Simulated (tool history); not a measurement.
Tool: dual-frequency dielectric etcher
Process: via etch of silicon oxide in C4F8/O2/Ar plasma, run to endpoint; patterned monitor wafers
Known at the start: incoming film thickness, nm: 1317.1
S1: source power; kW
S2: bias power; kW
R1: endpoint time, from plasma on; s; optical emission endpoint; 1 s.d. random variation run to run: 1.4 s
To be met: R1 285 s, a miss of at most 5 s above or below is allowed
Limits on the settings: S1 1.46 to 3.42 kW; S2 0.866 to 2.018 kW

run    day    S1     S2      R1
  1      0  2.44  1.442  258.08
  2  0.371   2.3  1.426  259.32
  3  0.704  2.63  1.426   248.1
  4  0.817  2.63  1.574  241.35
  5  0.888  2.93  1.574  233.44
  6  0.921   2.6   1.52  248.02
  7  1.029  2.38  1.487  255.93
  8  1.225  2.21  1.463  265.54
  9  1.325  2.11   1.45  271.97
 10  1.367  1.83  1.422  291.53

5 next moves are on the table. One of them brings every result within its allowed miss. Which?
  A  1.408  1.57  1.775   ?
  B  1.408  1.57  1.732   ?
  C  1.408  2.09  1.427   ?
  D  1.408  2.01  1.295   ?
  E  1.408  1.94   1.66   ?

move      R1
   A  294.61
   B  296.32
   C  273.13
   D  283.53
   E  272.87
A: further off than the last run
B: further off than the last run
C: moves the result that the last run missed by most past its target, out the other side
D: each result inside its tolerance
E: moves the result that the last run missed by most past its target, out the other side
Go with D: it meets all targets.
